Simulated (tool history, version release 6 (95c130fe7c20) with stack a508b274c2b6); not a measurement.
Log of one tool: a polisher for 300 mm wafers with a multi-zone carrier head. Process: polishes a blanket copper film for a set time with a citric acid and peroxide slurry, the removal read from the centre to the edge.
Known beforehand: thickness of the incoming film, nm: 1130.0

run,hour,flow of slurry (ml/min),pressure of the head's centre zone,pressure of the head's middle zone,pressure of the head's edge zone,abrasive content of the slurry,polishing time (s),film removed at the wafer's centre (Å),film removed at mid-radius (Å),film removed at the wafer's edge (Å)
1,0,285,1,1,1,1,84,1295.1,1276.9,1344
2,2,285,1.04,1,1,1,84,1360.7,1272.4,1348.9
3,9,285,0.96,1,1,1,84,1245.7,1299.8,1347.4
4,16,290,0.95,1.04,1.01,1.05,84,1276,1385.2,1365.5
5,19.4,290,0.95,1.04,0.93,1.05,84,1244.8,1363.6,1319.2
6,21.4,225,0.95,1.04,0.93,1.05,84,1238.2,1357.7,1316.3
7,23.7,225,0.94,1.06,0.95,1.1,85,1217.6,1384,1327.2
8,32.4,235,0.94,1.08,0.96,1.15,86,1251,1448,1353.9
9,41.2,235,0.93,1.09,0.97,1.2,87,1285.1,1482.7,1440.7

Run 10, settings as shown, results not yet in. Your forecast:
10,46.8,240,0.93,1.11,0.97,1.2,87,?,?,?

{"run 10": {"film removed at the wafer's centre (Å)": 1283.3, "film removed at mid-radius (Å)": 1537.8, "film removed at the wafer's edge (Å)": 1422.4}}
